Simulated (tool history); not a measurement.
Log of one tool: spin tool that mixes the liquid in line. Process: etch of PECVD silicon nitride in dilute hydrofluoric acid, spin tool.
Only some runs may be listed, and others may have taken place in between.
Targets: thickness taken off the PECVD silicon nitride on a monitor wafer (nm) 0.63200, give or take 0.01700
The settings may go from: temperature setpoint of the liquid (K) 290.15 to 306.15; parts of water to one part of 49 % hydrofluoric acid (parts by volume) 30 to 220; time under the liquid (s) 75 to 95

run	hour	temperature setpoint of the liquid (K)	parts of water to one part of 49 % hydrofluoric acid (parts by volume)	time under the liquid (s)	thickness taken off the PECVD silicon nitride on a monitor wafer (nm)
1	0.0	298.15	125	95	1.36250
2	0.7	296.65	130	95	1.22130
3	5.5	296.65	105	95	1.49230
4	8.3	295.65	115	95	1.26760
5	11.1	295.65	115	75	0.98904
6	18.2	294.65	115	75	0.94228
7	25.9	294.65	115	75	0.94825
8	28.0	293.65	115	75	0.87044
9	29.6	293.15	115	75	0.85201
10	34.0	290.15	135	75	0.59811

Exercise: of the 4 proposed moves below, exactly one satisfies all targets within the stated allowed misses. Which move is it?
A	38.4	291.15	145	75	?
B	38.4	292.65	190	95	?
C	38.4	290.15	175	90	?
D	38.4	290.15	145	80	?

move	thickness taken off the PECVD silicon nitride on a monitor wafer (nm)
A	0.59524
B	0.63989
C	0.55655
D	0.59349
A: further off than the last run
B: meets every target
C: further off than the last run
D: further off than the last run
So the answer is move B, the one that meets all the targets.
